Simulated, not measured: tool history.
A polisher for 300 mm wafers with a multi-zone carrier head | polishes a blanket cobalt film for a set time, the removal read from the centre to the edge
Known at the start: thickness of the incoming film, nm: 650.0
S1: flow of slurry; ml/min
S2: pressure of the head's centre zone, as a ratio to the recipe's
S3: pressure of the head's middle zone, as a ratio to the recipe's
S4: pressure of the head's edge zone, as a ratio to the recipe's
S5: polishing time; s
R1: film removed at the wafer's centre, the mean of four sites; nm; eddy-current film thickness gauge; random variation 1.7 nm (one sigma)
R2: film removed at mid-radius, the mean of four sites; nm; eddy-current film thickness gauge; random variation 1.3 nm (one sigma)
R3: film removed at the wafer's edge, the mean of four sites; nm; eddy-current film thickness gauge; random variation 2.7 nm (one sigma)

run  hour   S1    S2    S3    S4  S5      R1      R2      R3
  1     0  310     1     1     1  33  259.24  255.42   260.4
  2     6  310  1.03     1     1  33  265.65  255.92  259.92
  3  11.1  300  0.98  0.95  0.96  32   237.9  234.78  245.92
  4  19.9  290  0.97  0.92  0.93  32  237.96  229.92  237.78
  5  28.6  280  0.94  0.89  0.93  32  229.37  223.62  243.37
  6  32.9  280  1.02  0.89  0.93  32  252.24   221.6  235.63
  7  36.4  270  0.98  0.87  0.92  32  242.08  220.11  238.64
  8  41.7  270  0.95  0.85  0.91  32  230.45  215.48   232.9

Forecast run 9:
  9  44.2  265  0.93  0.84  0.91  32   ?   ?   ?

{"run 9": {"R1": 223.08, "R2": 212.18, "R3": 241.9}}
